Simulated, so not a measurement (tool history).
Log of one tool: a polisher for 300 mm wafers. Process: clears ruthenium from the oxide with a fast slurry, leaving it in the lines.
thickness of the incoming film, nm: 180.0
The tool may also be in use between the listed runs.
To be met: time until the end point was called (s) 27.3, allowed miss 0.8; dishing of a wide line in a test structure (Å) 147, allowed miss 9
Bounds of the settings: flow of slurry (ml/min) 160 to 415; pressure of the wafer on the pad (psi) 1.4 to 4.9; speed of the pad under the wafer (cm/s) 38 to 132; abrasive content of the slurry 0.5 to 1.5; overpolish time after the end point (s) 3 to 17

run	hour	flow of slurry (ml/min)	pressure of the wafer on the pad (psi)	speed of the pad under the wafer (cm/s)	abrasive content of the slurry	overpolish time after the end point (s)	time until the end point was called (s)	dishing of a wide line in a test structure (Å)
1	0	265	3.1	84	1	9	41.661	279.34
2	5.5	265	3.1	84	1	8	42.544	239.24
3	8.5	270	3.4	84	1	7	38.185	240.95
4	11.3	245	3.6	86	1	6	35.929	215.61
5	12.5	225	3.9	86	0.95	5	34.084	188.16
6	20.9	225	3.5	86	0.95	5	38.315	174.94
7	23.1	210	3.8	88	0.85	5	37.001	172.66
8	26.5	210	3.8	88	0.85	5	36.472	179.13
9	29	200	4.1	88	0.85	5	34.632	192.99
10	30.5	190	4.2	94	0.75	5	34.512	188
11	37.1	185	4.4	94	0.75	5	32.746	203.76
12	40.7	180	4.3	98	0.75	5	32.154	207.94
13	44.9	255	4.6	94	0.8	3	29.197	139.24
14	51.8	255	4.7	94	0.8	3	28.556	142.96

Which of these 5 next moves meets every target?
A	58.7	230	4.3	100	0.8	3	?	?
B	58.7	260	4.7	94	0.75	4	?	?
C	58.7	300	4.9	86	0.9	3	?	?
D	58.7	260	4.3	110	0.65	3	?	?
E	58.7	260	4.8	106	0.6	4	?	?

move	time until the end point was called (s)	dishing of a wide line in a test structure (Å)
A	29.481	136.03
B	29.331	179.67
C	27.371	146.04
D	29.929	134.08
E	29.336	179.64
A: further off than the last run
B: further off than the last run
C: meets every target
D: further off than the last run
E: further off than the last run
The right move is C.
